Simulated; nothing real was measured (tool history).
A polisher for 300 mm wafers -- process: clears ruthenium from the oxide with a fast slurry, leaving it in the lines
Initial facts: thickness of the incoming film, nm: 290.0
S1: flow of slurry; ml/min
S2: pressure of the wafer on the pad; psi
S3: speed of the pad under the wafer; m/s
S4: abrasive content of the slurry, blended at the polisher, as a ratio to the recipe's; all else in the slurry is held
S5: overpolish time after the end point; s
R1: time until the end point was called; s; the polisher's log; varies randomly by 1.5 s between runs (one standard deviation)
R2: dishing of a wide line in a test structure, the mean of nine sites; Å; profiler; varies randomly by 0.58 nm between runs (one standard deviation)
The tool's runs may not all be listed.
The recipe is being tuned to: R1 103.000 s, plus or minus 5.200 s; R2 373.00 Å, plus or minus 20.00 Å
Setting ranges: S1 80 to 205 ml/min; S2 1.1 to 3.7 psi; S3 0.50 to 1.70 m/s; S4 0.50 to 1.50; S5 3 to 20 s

| run | day | S1 | S2 | S3 | S4 | S5 | R1 | R2 |
|---|---|---|---|---|---|---|---|---|
| 1 | 0.000 | 135 | 2.4 | 1.10 | 1.00 | 10 | 65.624 | 337.68 |
| 2 | 0.033 | 135 | 2.4 | 0.84 | 1.00 | 10 | 82.848 | 261.68 |
| 3 | 0.275 | 130 | 2.3 | 0.84 | 1.00 | 11 | 90.274 | 270.79 |
| 4 | 0.604 | 130 | 2.3 | 0.84 | 1.20 | 11 | 80.778 | 305.31 |
| 5 | 0.842 | 125 | 2.2 | 0.84 | 1.20 | 12 | 85.995 | 305.98 |
| 6 | 1.008 | 125 | 2.2 | 0.60 | 1.20 | 12 | 116.910 | 231.84 |
| 7 | 1.317 | 125 | 2.3 | 0.60 | 1.20 | 13 | 111.690 | 256.56 |
| 8 | 1.575 | 125 | 2.3 | 0.60 | 1.20 | 14 | 112.650 | 284.81 |
| 9 | 1.708 | 130 | 2.3 | 0.60 | 1.20 | 14 | 110.720 | 285.57 |
| 10 | 1.875 | 135 | 2.3 | 0.60 | 1.20 | 14 | 112.450 | 287.89 |
| 11 | 2.196 | 140 | 2.4 | 0.60 | 1.20 | 15 | 103.500 | 318.21 |
| 12 | 2.333 | 135 | 2.4 | 0.60 | 1.20 | 16 | 106.890 | 335.23 |
| 13 | 2.358 | 140 | 2.4 | 0.60 | 1.20 | 17 | 101.840 | 352.59 |

Exercise: of the 5 proposed moves below, exactly one satisfies all targets within the stated allowed misses. Which move is it?
| A | 2.383 | 115 | 2.1 | 0.66 | 1.25 | 16 | ? | ? |
| B | 2.383 | 160 | 2.0 | 0.64 | 1.50 | 15 | ? | ? |
| C | 2.383 | 120 | 2.2 | 0.66 | 1.35 | 15 | ? | ? |
| D | 2.383 | 100 | 2.2 | 0.66 | 1.40 | 18 | ? | ? |
| E | 2.383 | 140 | 2.3 | 0.70 | 1.20 | 16 | ? | ? |

| move | R1 | R2 |
|---|---|---|
| A | 110.810 | 308.74 |
| B | 102.780 | 311.71 |
| C | 101.040 | 316.48 |
| D | 104.310 | 361.50 |
| E | 93.747 | 358.02 |
A: further off than the last run
B: further off than the last run
C: further off than the last run
D: meets every target
E: meets the target for the result that was furthest off, but another lies outside its allowed miss
Correct choice: D, which meets every target

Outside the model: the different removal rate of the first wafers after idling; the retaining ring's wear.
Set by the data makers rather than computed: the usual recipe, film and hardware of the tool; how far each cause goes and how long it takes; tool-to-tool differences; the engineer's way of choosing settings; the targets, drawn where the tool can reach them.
